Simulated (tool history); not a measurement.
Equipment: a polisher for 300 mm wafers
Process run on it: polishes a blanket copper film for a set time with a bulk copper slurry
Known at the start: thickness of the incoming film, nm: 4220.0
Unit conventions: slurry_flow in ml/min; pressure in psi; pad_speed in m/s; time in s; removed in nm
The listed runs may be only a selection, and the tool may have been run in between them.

| run | hour | slurry_flow | pressure | pad_speed | slurry_solids | time | removed |
|---|---|---|---|---|---|---|---|
| 1 | 0 | 165 | 2.9 | 1.38 | 1 | 42 | 633.04 |
| 2 | 0.6 | 135 | 2.9 | 1.38 | 1 | 42 | 605.42 |
| 3 | 4 | 135 | 2.9 | 1.38 | 0.8 | 42 | 578.62 |
| 4 | 4.9 | 130 | 2.5 | 1.38 | 0.8 | 42 | 512.02 |
| 5 | 8.5 | 130 | 3.1 | 1.38 | 0.8 | 42 | 608.76 |
| 6 | 16.9 | 125 | 2.6 | 1.38 | 0.8 | 42 | 523.71 |

The next listed run, before its measurement:
| 7 | 18.7 | 120 | 2.2 | 1.38 | 0.8 | 42 | ? |

For run 7 the tool returned removed 447.08 nm.
